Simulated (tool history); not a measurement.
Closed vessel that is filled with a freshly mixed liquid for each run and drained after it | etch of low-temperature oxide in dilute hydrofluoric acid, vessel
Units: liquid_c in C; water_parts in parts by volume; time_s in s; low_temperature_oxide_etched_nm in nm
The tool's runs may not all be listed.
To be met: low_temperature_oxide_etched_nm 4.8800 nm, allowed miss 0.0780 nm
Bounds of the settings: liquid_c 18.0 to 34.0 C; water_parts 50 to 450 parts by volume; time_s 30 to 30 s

| run | hour | liquid_c | water_parts | time_s | low_temperature_oxide_etched_nm |
|---|---|---|---|---|---|
| 1 | 0.0 | 26.0 | 250 | 30 | 2.7236 |
| 2 | 1.3 | 23.0 | 250 | 30 | 2.4456 |
| 3 | 4.6 | 25.5 | 235 | 30 | 2.8964 |
| 4 | 5.7 | 27.5 | 225 | 30 | 3.2703 |
| 5 | 9.3 | 29.0 | 215 | 30 | 3.6501 |
| 6 | 14.6 | 31.5 | 215 | 30 | 3.9878 |
| 7 | 16.4 | 31.5 | 215 | 30 | 3.9807 |
| 8 | 23.4 | 32.0 | 210 | 30 | 4.1654 |
| 9 | 25.9 | 32.0 | 210 | 30 | 4.1626 |
| 10 | 30.1 | 32.5 | 205 | 30 | 4.3529 |
| 11 | 32.4 | 32.5 | 205 | 30 | 4.3555 |
| 12 | 35.8 | 33.0 | 200 | 30 | 4.5854 |

4 next moves are on the table. One of them brings every result within its allowed miss. Which?
| A | 39.2 | 32.5 | 205 | 30 | ? |
| B | 39.2 | 32.0 | 195 | 30 | ? |
| C | 39.2 | 34.0 | 200 | 30 | ? |
| D | 39.2 | 34.0 | 195 | 30 | ? |

| move | low_temperature_oxide_etched_nm |
|---|---|
| A | 4.3712 |
| B | 4.5771 |
| C | 4.7404 |
| D | 4.8946 |
A: further off than the last run
B: as far off as the last run
C: nearer than the last run, and not there yet
D: meets every target
Answer: D

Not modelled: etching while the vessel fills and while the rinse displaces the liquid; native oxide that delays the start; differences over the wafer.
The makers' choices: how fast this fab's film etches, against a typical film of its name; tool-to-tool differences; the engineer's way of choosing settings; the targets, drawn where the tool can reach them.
